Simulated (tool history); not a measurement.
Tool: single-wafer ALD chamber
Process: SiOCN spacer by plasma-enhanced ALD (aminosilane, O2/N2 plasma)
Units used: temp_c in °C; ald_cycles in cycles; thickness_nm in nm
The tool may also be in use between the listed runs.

run 1 day=0.000 | temp_c=400 ald_cycles=60 | thickness_nm=3.7636
run 2 day=0.346 | temp_c=401 ald_cycles=58 | thickness_nm=3.6445
run 3 day=0.521 | temp_c=401 ald_cycles=56 | thickness_nm=3.5251
run 4 day=0.842 | temp_c=401 ald_cycles=59 | thickness_nm=3.6761
run 5 day=0.962 | temp_c=408 ald_cycles=59 | thickness_nm=3.6018
run 6 day=1.104 | temp_c=410 ald_cycles=57 | thickness_nm=3.4789
run 7 day=1.346 | temp_c=412 ald_cycles=56 | thickness_nm=3.3869
run 8 day=1.604 | temp_c=413 ald_cycles=55 | thickness_nm=3.3143
run 9 day=1.654 | temp_c=414 ald_cycles=54 | thickness_nm=3.2173
run 10 day=1.829 | temp_c=415 ald_cycles=54 | thickness_nm=3.2258
run 11 day=2.146 | temp_c=416 ald_cycles=54 | thickness_nm=3.2207
run 12 day=2.396 | temp_c=417 ald_cycles=54 | thickness_nm=3.1837
run 13 day=2.504 | temp_c=418 ald_cycles=54 | thickness_nm=3.1993

Run 14, settings as shown, results not yet in. Your forecast:
run 14 day=2.646 | temp_c=419 ald_cycles=54 | thickness_nm=?

thickness_nm: 3.1686 nm
